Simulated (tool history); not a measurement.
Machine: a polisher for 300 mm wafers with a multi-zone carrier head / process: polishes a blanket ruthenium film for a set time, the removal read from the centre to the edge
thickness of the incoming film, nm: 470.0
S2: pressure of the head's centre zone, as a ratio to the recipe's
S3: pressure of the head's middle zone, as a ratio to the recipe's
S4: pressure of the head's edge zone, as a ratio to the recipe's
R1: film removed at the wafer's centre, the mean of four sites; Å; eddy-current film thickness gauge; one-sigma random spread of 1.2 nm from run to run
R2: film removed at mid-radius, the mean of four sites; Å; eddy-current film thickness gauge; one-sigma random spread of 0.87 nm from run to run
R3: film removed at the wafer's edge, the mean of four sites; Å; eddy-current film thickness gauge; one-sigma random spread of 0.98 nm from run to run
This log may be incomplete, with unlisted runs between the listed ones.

{"run": 1, "day": 0.0, "flow of slurry (ml/min)": 205, "S2": 1, "S3": 1, "S4": 1, "polishing time (s)": 67, "R1": 614.92, "R2": 634.07, "R3": 627.69}
{"run": 2, "day": 0.088, "flow of slurry (ml/min)": 205, "S2": 1.03, "S3": 1, "S4": 1, "polishing time (s)": 67, "R1": 619.87, "R2": 627.32, "R3": 648.04}
{"run": 3, "day": 0.292, "flow of slurry (ml/min)": 220, "S2": 1.06, "S3": 1.02, "S4": 0.99, "polishing time (s)": 70, "R1": 699.12, "R2": 683.91, "R3": 677.31}
{"run": 4, "day": 0.538, "flow of slurry (ml/min)": 225, "S2": 1.07, "S3": 1.04, "S4": 1.03, "polishing time (s)": 71, "R1": 697.58, "R2": 699.19, "R3": 683.12}
{"run": 5, "day": 0.846, "flow of slurry (ml/min)": 225, "S2": 1.07, "S3": 1.04, "S4": 1.03, "polishing time (s)": 58, "R1": 586.68, "R2": 574.31, "R3": 555.77}
{"run": 6, "day": 1.017, "flow of slurry (ml/min)": 220, "S2": 1.08, "S3": 1.04, "S4": 1.03, "polishing time (s)": 64, "R1": 651.66, "R2": 629.98, "R3": 635.4}

What does the tool deliver on the next run?
{"run": 7, "day": 1.317, "flow of slurry (ml/min)": 215, "S2": 1.1, "S3": 1.06, "S4": 1.04, "polishing time (s)": 67, "R1": "?", "R2": "?", "R3": "?"}

R1: 698.68 Å
R2: 675.01 Å
R3: 645.19 Å
